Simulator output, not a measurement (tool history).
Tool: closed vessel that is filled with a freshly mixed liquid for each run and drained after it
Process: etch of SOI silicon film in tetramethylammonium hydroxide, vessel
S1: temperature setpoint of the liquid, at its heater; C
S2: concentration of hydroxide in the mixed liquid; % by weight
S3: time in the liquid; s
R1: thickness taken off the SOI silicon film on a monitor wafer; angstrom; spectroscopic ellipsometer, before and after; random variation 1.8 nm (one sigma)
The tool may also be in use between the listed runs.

| run | day | S1 | S2 | S3 | R1 |
|---|---|---|---|---|---|
| 1 | 0 | 64 | 10.5 | 90 | 4383.5 |
| 2 | 0.042 | 64 | 9.5 | 90 | 4544 |
| 3 | 0.2 | 64 | 9.5 | 95 | 4786.1 |
| 4 | 0.267 | 64 | 9.5 | 90 | 4550.5 |
| 5 | 0.479 | 64 | 8.5 | 90 | 4702.3 |
| 6 | 0.712 | 67 | 8.5 | 90 | 5679.3 |
| 7 | 0.946 | 60.5 | 9 | 90 | 3733.6 |
| 8 | 1.192 | 59.5 | 9 | 90 | 3462.5 |
| 9 | 1.412 | 58.5 | 9 | 90 | 3326.3 |
| 10 | 1.55 | 53 | 9 | 90 | 2343.7 |
| 11 | 1.604 | 53.5 | 9 | 90 | 2369.5 |

The next listed run, before its measurement:
| 12 | 1.962 | 53.5 | 9 | 90 | ? |

Run 12 gave R1 2410.6 angstrom.

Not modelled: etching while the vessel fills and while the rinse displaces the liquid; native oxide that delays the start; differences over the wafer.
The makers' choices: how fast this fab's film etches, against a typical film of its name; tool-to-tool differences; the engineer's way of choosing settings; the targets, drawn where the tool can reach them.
